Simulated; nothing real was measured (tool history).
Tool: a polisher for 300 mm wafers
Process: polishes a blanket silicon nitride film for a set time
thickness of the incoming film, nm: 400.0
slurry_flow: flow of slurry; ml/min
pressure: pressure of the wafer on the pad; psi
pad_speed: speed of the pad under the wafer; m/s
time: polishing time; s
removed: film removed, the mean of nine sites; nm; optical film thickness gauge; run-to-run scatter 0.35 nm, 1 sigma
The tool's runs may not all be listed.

run	hour	slurry_flow	pressure	pad_speed	time	removed
1	0	180	3.3	1.32	19	40.865
2	6.4	200	3.3	1.32	19	40.185
3	6.9	200	3.3	1.6	19	48.159
4	11.9	200	2.9	1.6	19	41.877
5	17.3	200	2.9	1.6	16	36.233
6	23.8	200	2.9	1.6	16	35.594

Estimate the outcome of run 7 from the log above:
7	31.8	200	2.8	1.6	16	?

For run 7 the tool returned removed 34.103 nm.
